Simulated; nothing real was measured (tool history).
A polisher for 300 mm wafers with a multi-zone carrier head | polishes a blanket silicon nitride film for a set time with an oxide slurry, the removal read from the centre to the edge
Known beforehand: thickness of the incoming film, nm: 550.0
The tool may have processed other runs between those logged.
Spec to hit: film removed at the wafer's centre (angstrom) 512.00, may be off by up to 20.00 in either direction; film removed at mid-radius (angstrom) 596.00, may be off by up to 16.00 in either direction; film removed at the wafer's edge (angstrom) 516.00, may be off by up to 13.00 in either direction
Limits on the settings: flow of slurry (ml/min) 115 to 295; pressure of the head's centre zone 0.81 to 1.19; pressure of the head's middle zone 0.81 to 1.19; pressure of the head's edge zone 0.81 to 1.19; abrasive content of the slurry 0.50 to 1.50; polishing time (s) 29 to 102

run,hour,flow of slurry (ml/min),pressure of the head's centre zone,pressure of the head's middle zone,pressure of the head's edge zone,abrasive content of the slurry,polishing time (s),film removed at the wafer's centre (angstrom),film removed at mid-radius (angstrom),film removed at the wafer's edge (angstrom)
1,0.0,190,1.00,1.00,1.00,1.00,65,304.83,300.01,302.36
2,7.3,190,1.00,1.00,1.00,1.00,81,375.83,372.25,374.44
3,11.4,190,1.00,1.00,0.95,1.00,81,369.95,374.48,365.31
4,13.8,205,1.00,1.04,0.98,1.10,81,397.38,398.26,387.93
5,22.8,205,0.98,1.07,0.97,1.20,84,417.91,435.62,407.06
6,30.6,205,0.95,1.07,0.97,1.20,84,405.81,440.59,409.69
7,34.9,215,0.94,1.10,0.98,1.25,86,414.88,472.89,430.14
8,40.2,225,0.95,1.12,0.99,1.30,87,434.27,496.25,443.25
9,42.1,230,0.96,1.14,1.01,1.35,88,451.57,507.26,457.17
10,44.3,235,0.96,1.15,1.01,1.40,89,469.38,525.46,466.45
11,46.7,265,0.94,1.19,1.06,1.50,92,490.24,582.09,514.71

Which single option among these 4 for the next run brings every result within its allowed miss of target? Just one does.
A,49.1,230,1.04,1.18,0.99,1.50,96,?,?,?
B,49.1,295,0.97,1.19,1.04,1.30,97,?,?,?
C,49.1,295,0.88,1.18,1.08,1.45,94,?,?,?
D,49.1,225,1.08,1.12,1.05,1.50,94,?,?,?

move,film removed at the wafer's centre (angstrom),film removed at mid-radius (angstrom),film removed at the wafer's edge (angstrom)
A,554.64,588.87,505.68
B,515.85,589.86,510.14
C,468.85,587.64,520.22
D,562.08,550.88,507.20
A: takes the result that was furthest off past its target
B: hits every target within its allowed miss
C: the biggest miss grows against the last run
D: takes the result that was furthest off past its target
So the answer is move B, the one that meets all the targets.
